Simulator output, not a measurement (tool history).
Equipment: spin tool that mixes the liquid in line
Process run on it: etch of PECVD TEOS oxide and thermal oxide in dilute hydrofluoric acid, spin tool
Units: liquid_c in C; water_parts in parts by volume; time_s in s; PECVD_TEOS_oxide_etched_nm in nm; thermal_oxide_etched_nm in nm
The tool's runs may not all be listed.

run	hour	liquid_c	water_parts	time_s	PECVD_TEOS_oxide_etched_nm	thermal_oxide_etched_nm
1	0.0	25.0	165	180	14.011	5.0885
2	5.8	25.0	145	180	16.272	5.9198
3	8.8	23.0	145	180	15.130	5.4763
4	17.0	25.0	145	180	16.240	5.9561
5	24.8	26.5	145	180	17.145	6.2174
6	31.3	26.5	145	130	12.458	4.4739
7	34.6	28.0	135	130	14.221	5.1648
8	35.7	29.0	125	130	16.086	5.8782
9	39.5	30.0	120	130	17.683	6.4045
# hour 47.1: thermometer replaced
10	47.1	30.5	120	130	17.160	6.1763

Predict the results of run 11:
11	50.7	30.5	120	130	?	?

Run 11 measured PECVD_TEOS_oxide_etched_nm 17.160 nm, thermal_oxide_etched_nm 6.1907 nm.
